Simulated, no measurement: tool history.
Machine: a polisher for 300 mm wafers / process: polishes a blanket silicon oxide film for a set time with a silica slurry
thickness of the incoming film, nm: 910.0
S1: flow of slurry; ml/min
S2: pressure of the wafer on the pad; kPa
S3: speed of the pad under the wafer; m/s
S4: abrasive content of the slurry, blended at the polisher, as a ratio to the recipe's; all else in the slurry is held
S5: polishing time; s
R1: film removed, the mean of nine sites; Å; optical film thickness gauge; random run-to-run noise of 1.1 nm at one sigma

run,hour,S1,S2,S3,S4,S5,R1
1,0.0,170,26.9,1.10,1.00,62,2203.3
2,1.7,170,26.9,1.10,1.00,65,2348.5
3,2.9,170,33.1,1.10,1.00,65,2622.5
4,5.8,170,33.1,1.10,1.00,65,2611.7
5,13.2,165,26.9,0.90,0.95,65,1935.7
6,20.6,160,22.1,0.80,0.95,65,1540.8
7,26.6,155,18.6,0.76,0.95,65,1339.9

The next listed run, before its measurement:
8,32.7,150,16.5,0.76,0.95,65,?

Logged for run 8: R1 1281.6 Å.

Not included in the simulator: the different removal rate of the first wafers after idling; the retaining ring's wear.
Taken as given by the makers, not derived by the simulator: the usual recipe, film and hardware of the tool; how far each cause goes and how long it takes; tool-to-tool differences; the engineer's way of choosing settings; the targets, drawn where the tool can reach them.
